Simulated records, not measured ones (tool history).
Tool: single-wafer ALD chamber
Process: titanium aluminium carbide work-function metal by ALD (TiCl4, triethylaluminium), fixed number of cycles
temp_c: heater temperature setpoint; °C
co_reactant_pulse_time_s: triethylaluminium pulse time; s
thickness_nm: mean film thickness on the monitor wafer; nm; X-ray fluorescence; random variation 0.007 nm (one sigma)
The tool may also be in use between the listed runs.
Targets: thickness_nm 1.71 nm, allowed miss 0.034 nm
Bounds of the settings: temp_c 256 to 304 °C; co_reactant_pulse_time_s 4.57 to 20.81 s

run	hour	temp_c	co_reactant_pulse_time_s	thickness_nm
1	0	280	12.69	1.7918
2	3.2	278	12.44	1.7678
3	9.8	277	12.28	1.764
4	17.4	287	12.28	1.854
5	26.1	287	14.18	1.8702
6	28.7	287	17.76	1.9184
7	34.3	282	17.14	1.8545
8	41.8	279	16.77	1.8426
9	49.4	276	16.24	1.7981
10	58	274	15.97	1.7924
11	61.1	272	15.62	1.7668
12	64.8	271	15.4	1.7413
13	73.1	271	15.4	1.7535

4 next moves are on the table. One of them brings every result within its allowed miss. Which?
A	81.4	275	15.45	?
B	81.4	272	16.61	?
C	81.4	269	13.21	?
D	81.4	279	17.72	?

move	thickness_nm
A	1.7776
B	1.758
C	1.6918
D	1.8329
A: further off than the last run
B: further off than the last run
C: meets every target
D: further off than the last run
Answer: C

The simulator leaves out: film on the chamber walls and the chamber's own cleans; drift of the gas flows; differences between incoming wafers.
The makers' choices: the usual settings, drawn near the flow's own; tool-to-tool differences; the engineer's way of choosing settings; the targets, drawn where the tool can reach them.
